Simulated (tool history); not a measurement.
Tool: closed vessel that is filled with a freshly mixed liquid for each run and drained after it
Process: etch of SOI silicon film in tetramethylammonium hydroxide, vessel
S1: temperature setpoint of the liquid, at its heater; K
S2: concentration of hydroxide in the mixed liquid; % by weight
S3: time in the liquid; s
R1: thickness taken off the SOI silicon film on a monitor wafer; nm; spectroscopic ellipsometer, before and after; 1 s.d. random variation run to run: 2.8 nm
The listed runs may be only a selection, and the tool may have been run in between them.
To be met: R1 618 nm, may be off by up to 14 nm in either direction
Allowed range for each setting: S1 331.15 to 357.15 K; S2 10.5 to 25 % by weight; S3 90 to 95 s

Run 1, hour 0: S1 344.15 K, S2 20 % by weight, S3 90 s. Result: R1 539.77 nm.
Run 2, hour 4.5: S1 344.15 K, S2 20 % by weight, S3 95 s. Result: R1 568.11 nm.
Run 3, hour 5.7: S1 339.65 K, S2 20 % by weight, S3 95 s. Result: R1 429.69 nm.
Run 4, hour 7.5: S1 335.65 K, S2 20 % by weight, S3 95 s. Result: R1 343.16 nm.
Run 5, hour 13.1: S1 335.65 K, S2 20 % by weight, S3 90 s. Result: R1 323.85 nm.
Run 6, hour 20.6: S1 337.65 K, S2 20 % by weight, S3 90 s. Result: R1 362.88 nm.
Run 7, hour 22.5: S1 339.65 K, S2 20 % by weight, S3 90 s. Result: R1 415.08 nm.
Run 8, hour 24: S1 339.65 K, S2 20 % by weight, S3 90 s. Result: R1 411.35 nm.
Run 9, hour 27.6: S1 341.15 K, S2 20 % by weight, S3 90 s. Result: R1 448.18 nm.

Exercise: of the 4 proposed moves below, exactly one satisfies all targets within the stated allowed misses. Which move is it?
Run A, hour 31.2: S1 344.65 K, S2 22.5 % by weight, S3 95 s. Result: R1 ?.
Run B, hour 31.2: S1 342.65 K, S2 13.5 % by weight, S3 95 s. Result: R1 ?.
Run C, hour 31.2: S1 344.15 K, S2 16 % by weight, S3 90 s. Result: R1 ?.
Run D, hour 31.2: S1 346.65 K, S2 23.5 % by weight, S3 95 s. Result: R1 ?.

move      R1
   A  542.52
   B  612.71
   C  587.29
   D  579.16
A: nearer the targets than the last run, but a result is still out of spec
B: each result inside its tolerance
C: nearer the targets than the last run, but a result is still out of spec
D: nearer the targets than the last run, but a result is still out of spec
B meets every target.
